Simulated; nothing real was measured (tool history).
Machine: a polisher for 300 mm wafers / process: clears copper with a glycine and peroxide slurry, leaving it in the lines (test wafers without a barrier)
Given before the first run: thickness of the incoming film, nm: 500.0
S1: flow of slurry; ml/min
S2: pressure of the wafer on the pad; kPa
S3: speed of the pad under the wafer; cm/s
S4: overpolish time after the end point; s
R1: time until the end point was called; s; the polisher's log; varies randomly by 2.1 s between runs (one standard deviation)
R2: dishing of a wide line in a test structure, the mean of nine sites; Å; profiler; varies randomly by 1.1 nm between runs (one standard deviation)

run,day,S1,S2,S3,S4,R1,R2
1,0,300,13.1,106,22,104.79,604.06
2,0.246,300,12.4,104,24,107.5,631.01
3,0.312,300,11.7,102,26,115.07,622.8
4,0.625,300,11,100,28,118.93,647.39
5,0.762,300,11,100,24,124.03,577.64
6,1.133,300,11,76,24,144.48,502.77
7,1.283,300,11,76,26,146.4,544.7
8,1.654,300,11,76,28,147.17,562.53

Run 9 comes next. What will it give?
9,1.892,300,11,76,30,?,?

R1: 149.07 s
R2: 596.56 Å

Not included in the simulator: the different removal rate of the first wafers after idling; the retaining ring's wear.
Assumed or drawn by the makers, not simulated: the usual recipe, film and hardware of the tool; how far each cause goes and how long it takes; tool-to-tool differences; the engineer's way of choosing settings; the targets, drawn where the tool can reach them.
